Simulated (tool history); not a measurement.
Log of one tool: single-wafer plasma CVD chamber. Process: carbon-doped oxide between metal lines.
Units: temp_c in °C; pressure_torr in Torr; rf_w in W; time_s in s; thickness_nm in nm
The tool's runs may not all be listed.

run  hour  temp_c  pressure_torr  rf_w  time_s  thickness_nm
  1     0     350           3.73   625    18.8        108.92
  2   8.6     347           3.87   635    18.8        110.94
  3   9.7     347           3.87   685    18.8        114.98
  4  15.5     346           3.92   690    18.8        115.38
  5  23.4     346           3.92   635    18.8        111.39
  6  30.7     344           4.03   645    18.8        112.37
  7  32.9     343           4.07   660    18.8        114.71

Forecast run 8:
  8  38.1     342           4.12   665    18.8             ?

{"run 8": {"thickness_nm": 115.49}}
